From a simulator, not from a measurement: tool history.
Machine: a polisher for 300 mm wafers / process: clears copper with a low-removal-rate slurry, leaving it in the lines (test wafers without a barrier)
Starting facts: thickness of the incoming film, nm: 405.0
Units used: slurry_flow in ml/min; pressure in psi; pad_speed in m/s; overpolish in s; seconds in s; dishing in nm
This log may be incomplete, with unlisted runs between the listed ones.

run	hour	slurry_flow	pressure	pad_speed	slurry_solids	overpolish	seconds	dishing
1	0.0	160	2.4	1.12	1.00	22	140.31	42.367
2	6.3	160	2.0	1.02	1.00	17	180.55	27.122
3	14.4	160	2.0	1.02	1.00	10	174.70	16.815
4	15.2	160	1.7	0.98	1.00	10	214.33	14.109
5	18.5	160	1.7	0.98	1.15	10	201.37	14.236
6	23.7	155	1.5	0.96	1.15	11	225.98	14.773

Expected results for the next run?
7	32.5	155	1.4	0.92	1.15	11	?	?

{"run 7": {"seconds": 254.98, "dishing": 13.09}}

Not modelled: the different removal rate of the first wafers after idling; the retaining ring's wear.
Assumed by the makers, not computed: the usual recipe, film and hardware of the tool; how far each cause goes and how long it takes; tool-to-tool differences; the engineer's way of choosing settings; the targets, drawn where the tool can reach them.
